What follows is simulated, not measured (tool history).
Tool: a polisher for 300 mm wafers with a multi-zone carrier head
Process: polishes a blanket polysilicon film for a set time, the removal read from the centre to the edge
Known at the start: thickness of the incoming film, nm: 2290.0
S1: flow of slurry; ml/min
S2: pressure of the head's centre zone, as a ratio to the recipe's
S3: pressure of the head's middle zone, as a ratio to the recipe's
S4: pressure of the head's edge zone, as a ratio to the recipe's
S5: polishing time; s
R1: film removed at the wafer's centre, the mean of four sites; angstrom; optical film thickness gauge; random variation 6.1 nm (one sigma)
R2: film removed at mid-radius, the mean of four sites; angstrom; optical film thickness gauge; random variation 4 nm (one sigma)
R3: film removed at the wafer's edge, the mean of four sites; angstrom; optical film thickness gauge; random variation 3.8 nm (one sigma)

{"run": 1, "day": 0.0, "S1": 195, "S2": 1, "S3": 1, "S4": 1, "S5": 84, "R1": 3795.9, "R2": 4012.8, "R3": 3946.8}
{"run": 2, "day": 0.129, "S1": 235, "S2": 1, "S3": 1, "S4": 1, "S5": 84, "R1": 4059.8, "R2": 4035.8, "R3": 3931.6}
{"run": 3, "day": 0.417, "S1": 235, "S2": 1.05, "S3": 1, "S4": 1, "S5": 84, "R1": 4274.5, "R2": 4054.2, "R3": 3998.3}
{"run": 4, "day": 0.55, "S1": 235, "S2": 1.05, "S3": 1, "S4": 0.92, "S5": 84, "R1": 4196.1, "R2": 4111.7, "R3": 3873.7}
{"run": 5, "day": 0.662, "S1": 215, "S2": 1.05, "S3": 1, "S4": 0.92, "S5": 84, "R1": 4139.6, "R2": 4094.8, "R3": 3791.8}
{"run": 6, "day": 0.729, "S1": 215, "S2": 1.05, "S3": 1, "S4": 0.92, "S5": 98, "R1": 4836.9, "R2": 4651.3, "R3": 4442.7}
{"run": 7, "day": 0.967, "S1": 215, "S2": 1.01, "S3": 1.04, "S4": 0.96, "S5": 99, "R1": 4664.8, "R2": 4927.3, "R3": 4624.3}

The next listed run, before its measurement:
{"run": 8, "day": 1.188, "S1": 215, "S2": 0.99, "S3": 1.06, "S4": 0.97, "S5": 99, "R1": "?", "R2": "?", "R3": "?"}

{"run 8": {"R1": 4612.1, "R2": 4996.5, "R3": 4652.8}}
